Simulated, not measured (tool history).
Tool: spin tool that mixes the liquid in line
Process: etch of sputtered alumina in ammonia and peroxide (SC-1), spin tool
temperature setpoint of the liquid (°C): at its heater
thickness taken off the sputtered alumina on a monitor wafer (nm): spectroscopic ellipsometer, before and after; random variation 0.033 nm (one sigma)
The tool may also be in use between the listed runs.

run    day  temperature setpoint of the liquid (°C)  parts of 29 % ammonia solution to one part of 30 % peroxide (parts by volume)  time under the liquid (s)  thickness taken off the sputtered alumina on a monitor wafer (nm)
  1      0                                       62                                                                            0.8                         45                                                             6.1711
  2  0.054                                       62                                                                           0.95                         45                                                             6.2779
  3  0.167                                     61.5                                                                           0.95                         45                                                             6.1969
  4  0.242                                     61.5                                                                           0.95                         45                                                             6.1546
  5  0.267                                     64.5                                                                           0.95                         45                                                             7.2101
  6  0.325                                       64                                                                           0.95                         45                                                             6.9949
  7  0.654                                     63.5                                                                           0.95                         45                                                             6.8399
  8  1.017                                       63                                                                           0.95                         45                                                             6.6566
  9  1.362                                     62.5                                                                           0.95                         45                                                             6.4948

Run 10, settings as shown, results not yet in. Your forecast:
 10  1.504                                       62                                                                           0.95                         45                                                                  ?

Run 10 measured thickness taken off the sputtered alumina on a monitor wafer (nm) 6.2842.
